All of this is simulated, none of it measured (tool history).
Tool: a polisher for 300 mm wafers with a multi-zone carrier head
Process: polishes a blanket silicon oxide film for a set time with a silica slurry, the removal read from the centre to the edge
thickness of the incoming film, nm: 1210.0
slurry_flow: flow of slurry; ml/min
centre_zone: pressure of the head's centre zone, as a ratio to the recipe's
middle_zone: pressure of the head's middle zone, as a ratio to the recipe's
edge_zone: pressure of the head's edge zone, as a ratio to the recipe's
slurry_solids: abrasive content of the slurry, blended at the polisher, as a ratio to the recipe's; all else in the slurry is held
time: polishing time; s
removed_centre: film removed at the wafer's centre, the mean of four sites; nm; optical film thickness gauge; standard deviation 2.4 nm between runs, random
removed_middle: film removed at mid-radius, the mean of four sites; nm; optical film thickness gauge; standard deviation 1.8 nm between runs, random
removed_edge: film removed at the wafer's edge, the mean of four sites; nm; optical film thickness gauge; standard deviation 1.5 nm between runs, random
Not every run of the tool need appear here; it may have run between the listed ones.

{"run": 1, "hour": 0.0, "slurry_flow": 260, "centre_zone": 1.0, "middle_zone": 1.0, "edge_zone": 1.0, "slurry_solids": 1.0, "time": 82, "removed_centre": 223.37, "removed_middle": 219.85, "removed_edge": 223.82}
{"run": 2, "hour": 2.0, "slurry_flow": 255, "centre_zone": 0.99, "middle_zone": 1.02, "edge_zone": 0.95, "slurry_solids": 0.95, "time": 82, "removed_centre": 209.67, "removed_middle": 218.23, "removed_edge": 209.06}
{"run": 3, "hour": 6.3, "slurry_flow": 245, "centre_zone": 0.99, "middle_zone": 1.03, "edge_zone": 0.91, "slurry_solids": 0.95, "time": 82, "removed_centre": 217.64, "removed_middle": 218.83, "removed_edge": 200.55}
{"run": 4, "hour": 8.0, "slurry_flow": 245, "centre_zone": 0.99, "middle_zone": 1.03, "edge_zone": 0.91, "slurry_solids": 0.95, "time": 62, "removed_centre": 162.05, "removed_middle": 166.32, "removed_edge": 153.71}
{"run": 5, "hour": 13.0, "slurry_flow": 245, "centre_zone": 0.99, "middle_zone": 1.03, "edge_zone": 0.91, "slurry_solids": 0.95, "time": 81, "removed_centre": 208.56, "removed_middle": 216.85, "removed_edge": 200.44}
{"run": 6, "hour": 16.8, "slurry_flow": 235, "centre_zone": 0.98, "middle_zone": 1.04, "edge_zone": 0.89, "slurry_solids": 0.95, "time": 81, "removed_centre": 211.86, "removed_middle": 217.38, "removed_edge": 198.74}
{"run": 7, "hour": 19.8, "slurry_flow": 240, "centre_zone": 0.97, "middle_zone": 1.05, "edge_zone": 0.87, "slurry_solids": 0.95, "time": 81, "removed_centre": 208.89, "removed_middle": 215.72, "removed_edge": 194.75}
{"run": 8, "hour": 26.5, "slurry_flow": 240, "centre_zone": 0.96, "middle_zone": 1.06, "edge_zone": 0.86, "slurry_solids": 0.95, "time": 81, "removed_centre": 205.13, "removed_middle": 221.95, "removed_edge": 197.26}

For run 9, what comes out?
{"run": 9, "hour": 31.4, "slurry_flow": 235, "centre_zone": 0.96, "middle_zone": 1.06, "edge_zone": 0.85, "slurry_solids": 0.95, "time": 81, "removed_centre": "?", "removed_middle": "?", "removed_edge": "?"}

{"run 9": {"removed_centre": 201.54, "removed_middle": 222.53, "removed_edge": 190.25}}

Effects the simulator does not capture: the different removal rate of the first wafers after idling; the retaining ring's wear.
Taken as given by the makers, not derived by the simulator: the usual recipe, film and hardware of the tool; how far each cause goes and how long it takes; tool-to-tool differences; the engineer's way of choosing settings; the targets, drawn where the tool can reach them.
